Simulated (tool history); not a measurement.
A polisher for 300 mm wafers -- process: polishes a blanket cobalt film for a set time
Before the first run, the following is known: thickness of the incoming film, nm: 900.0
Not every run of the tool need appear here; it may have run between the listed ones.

| run | hour | flow of slurry (ml/min) | pressure of the wafer on the pad (psi) | speed of the pad under the wafer (cm/s) | polishing time (s) | film removed (nm) |
|---|---|---|---|---|---|---|
| 1 | 0 | 310 | 1.7 | 106 | 61 | 250.05 |
| 2 | 8.1 | 305 | 1.5 | 98 | 61 | 209.41 |
| 3 | 9.7 | 335 | 1.5 | 98 | 61 | 213.86 |
| 4 | 13 | 335 | 1.3 | 98 | 61 | 191.47 |
| 5 | 17.7 | 320 | 1.2 | 90 | 61 | 165.57 |
| 6 | 21.7 | 320 | 1.6 | 90 | 61 | 210.38 |
| 7 | 29.5 | 310 | 1.1 | 60 | 61 | 114.16 |
| 8 | 36.2 | 300 | 1.1 | 60 | 61 | 113.34 |

Run 9 comes next. What will it give?
| 9 | 45.1 | 290 | 1.1 | 60 | 61 | ? |

For run 9 the tool returned film removed (nm) 115.51.
